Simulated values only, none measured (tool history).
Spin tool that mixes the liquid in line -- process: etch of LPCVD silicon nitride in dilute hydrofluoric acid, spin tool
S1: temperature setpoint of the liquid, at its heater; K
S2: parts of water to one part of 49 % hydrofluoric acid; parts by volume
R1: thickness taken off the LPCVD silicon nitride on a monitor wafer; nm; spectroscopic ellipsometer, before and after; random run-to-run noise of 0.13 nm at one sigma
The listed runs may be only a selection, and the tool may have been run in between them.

Run 1, hour 0: S1 295.15 K, S2 50 parts by volume, time under the liquid (s) 275. Result: R1 2.4512 nm.
Run 2, hour 1.8: S1 296.15 K, S2 50 parts by volume, time under the liquid (s) 275. Result: R1 2.7044 nm.
Run 3, hour 10: S1 296.15 K, S2 50 parts by volume, time under the liquid (s) 275. Result: R1 2.6586 nm.
Run 4, hour 12.9: S1 297.15 K, S2 50 parts by volume, time under the liquid (s) 275. Result: R1 2.7256 nm.
Run 5, hour 17.6: S1 297.15 K, S2 40 parts by volume, time under the liquid (s) 275. Result: R1 3.4633 nm.
Run 6, hour 21: S1 297.65 K, S2 40 parts by volume, time under the liquid (s) 275. Result: R1 3.5496 nm.
Run 7, hour 23.9: S1 298.15 K, S2 40 parts by volume, time under the liquid (s) 275. Result: R1 3.7554 nm.

Run 8 has not been measured yet. What should we expect?
Run 8, hour 30.6: S1 298.65 K, S2 40 parts by volume, time under the liquid (s) 275. Result: R1 ?.

{"run 8": {"R1": 3.9051}}
